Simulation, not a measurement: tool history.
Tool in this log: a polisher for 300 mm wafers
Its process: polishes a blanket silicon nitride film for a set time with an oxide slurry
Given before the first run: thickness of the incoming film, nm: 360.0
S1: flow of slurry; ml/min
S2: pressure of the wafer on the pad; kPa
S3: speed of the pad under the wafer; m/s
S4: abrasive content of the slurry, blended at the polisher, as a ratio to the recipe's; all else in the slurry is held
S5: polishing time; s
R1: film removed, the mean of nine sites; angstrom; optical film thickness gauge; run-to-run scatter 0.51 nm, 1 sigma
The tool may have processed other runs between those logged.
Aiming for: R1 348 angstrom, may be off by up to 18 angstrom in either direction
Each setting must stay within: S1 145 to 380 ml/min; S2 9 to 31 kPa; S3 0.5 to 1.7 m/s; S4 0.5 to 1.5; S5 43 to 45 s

run 1 day=0 | S1=245 S2=20 S3=1.1 S4=1 S5=43 | R1=244.88
run 2 day=0.333 | S1=245 S2=20.7 S3=1.1 S4=1 S5=43 | R1=252.21
run 3 day=0.654 | S1=245 S2=21.4 S3=1.1 S4=1 S5=43 | R1=262.26
run 4 day=0.938 | S1=245 S2=21.4 S3=1 S4=1 S5=43 | R1=245.49
run 5 day=1.025 | S1=245 S2=22.1 S3=1 S4=1 S5=43 | R1=246.93
run 6 day=1.25 | S1=245 S2=22.1 S3=1 S4=1 S5=45 | R1=267.04
run 7 day=1.471 | S1=245 S2=22.8 S3=1 S4=1 S5=45 | R1=272.81
run 8 day=1.783 | S1=245 S2=23.4 S3=1 S4=1 S5=45 | R1=282.49
run 9 day=2.112 | S1=245 S2=24.1 S3=1 S4=1 S5=45 | R1=292.72
run 10 day=2.212 | S1=245 S2=24.8 S3=1 S4=1 S5=45 | R1=292.64
run 11 day=2.367 | S1=245 S2=25.5 S3=1 S4=1 S5=45 | R1=310.29
run 12 day=2.725 | S1=245 S2=26.9 S3=1 S4=1 S5=45 | R1=317.64

Pick the move, out of 5, that brings all results within their allowed miss; only one does.
run A day=3.083 | S1=225 S2=24.8 S3=1.08 S4=0.95 S5=43 | R1=?
run B day=3.083 | S1=260 S2=26.2 S3=0.94 S4=0.95 S5=45 | R1=?
run C day=3.083 | S1=245 S2=28.3 S3=1.06 S4=0.95 S5=45 | R1=?
run D day=3.083 | S1=245 S2=24.8 S3=0.88 S4=1.05 S5=44 | R1=?
run E day=3.083 | S1=225 S2=31 S3=0.82 S4=1.15 S5=43 | R1=?

move=A R1=290.43
move=B R1=291.79
move=C R1=343.64
move=D R1=269.94
move=E R1=321.74
A: misses by more than the last run did
B: misses by more than the last run did
C: every result within its allowed miss
D: misses by more than the last run did
E: better than the last run, though not everything is in spec
Go with C: it meets all targets.

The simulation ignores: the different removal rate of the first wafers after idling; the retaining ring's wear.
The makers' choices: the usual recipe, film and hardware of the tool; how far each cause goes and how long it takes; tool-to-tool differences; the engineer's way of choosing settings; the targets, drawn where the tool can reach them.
